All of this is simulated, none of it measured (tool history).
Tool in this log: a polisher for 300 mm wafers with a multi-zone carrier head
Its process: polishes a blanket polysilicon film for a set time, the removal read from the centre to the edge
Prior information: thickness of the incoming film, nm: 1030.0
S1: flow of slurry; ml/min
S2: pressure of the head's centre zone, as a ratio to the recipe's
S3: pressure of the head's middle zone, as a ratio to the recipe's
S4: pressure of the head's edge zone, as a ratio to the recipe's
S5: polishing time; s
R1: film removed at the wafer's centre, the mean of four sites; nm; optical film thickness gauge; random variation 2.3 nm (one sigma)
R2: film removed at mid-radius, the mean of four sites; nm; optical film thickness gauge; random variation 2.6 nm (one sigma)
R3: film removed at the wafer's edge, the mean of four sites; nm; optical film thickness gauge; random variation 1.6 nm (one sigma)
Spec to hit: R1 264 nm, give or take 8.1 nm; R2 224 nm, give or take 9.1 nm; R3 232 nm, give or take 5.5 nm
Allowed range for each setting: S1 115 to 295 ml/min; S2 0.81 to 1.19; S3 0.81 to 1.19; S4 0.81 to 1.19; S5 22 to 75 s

run,day,S1,S2,S3,S4,S5,R1,R2,R3
1,0,190,1,1,1,48,276.33,265.77,276.28
2,0.217,185,1.01,0.99,0.98,48,279.31,266.94,272.9
3,0.338,230,1.01,0.99,0.98,48,289.2,281.84,278.24
4,0.704,230,1.01,0.99,0.94,48,290.45,280.12,274.46
5,0.742,230,1.01,1.05,0.94,48,292.35,292.24,278.56
6,0.8,185,1.01,1.05,0.94,48,282.01,282.04,271.54
7,0.975,150,1.06,0.95,0.84,43,252.68,219.41,219.73
8,1.104,155,1.06,0.95,0.85,43,258.38,225.67,222.77
9,1.325,155,1.06,0.95,0.85,43,253.03,221.18,223.63
10,1.517,160,1.06,0.95,0.86,43,252.82,224.04,224.04

5 candidate next runs follow, results not yet known. Just one meets every target within its allowed miss. Identify it.
A,1.708,160,1.07,0.91,0.85,44,?,?,?
B,1.708,190,0.99,0.93,0.94,42,?,?,?
C,1.708,130,1.03,1.02,0.81,43,?,?,?
D,1.708,115,1.03,0.98,0.96,45,?,?,?
E,1.708,140,1.05,1.02,0.82,44,?,?,?

move,R1,R2,R3
A,260.07,222.33,230.59
B,237.91,223.15,235.82
C,231.77,227.9,212.85
D,233.01,222.62,235
E,246.97,237.57,221.87
A: hits every target within its allowed miss
B: corrects the largest miss of the last run, while another result sits out of spec
C: misses by more than the last run did
D: corrects the largest miss of the last run, while another result sits out of spec
E: misses by more than the last run did
A is the move that brings every result within its allowed miss.

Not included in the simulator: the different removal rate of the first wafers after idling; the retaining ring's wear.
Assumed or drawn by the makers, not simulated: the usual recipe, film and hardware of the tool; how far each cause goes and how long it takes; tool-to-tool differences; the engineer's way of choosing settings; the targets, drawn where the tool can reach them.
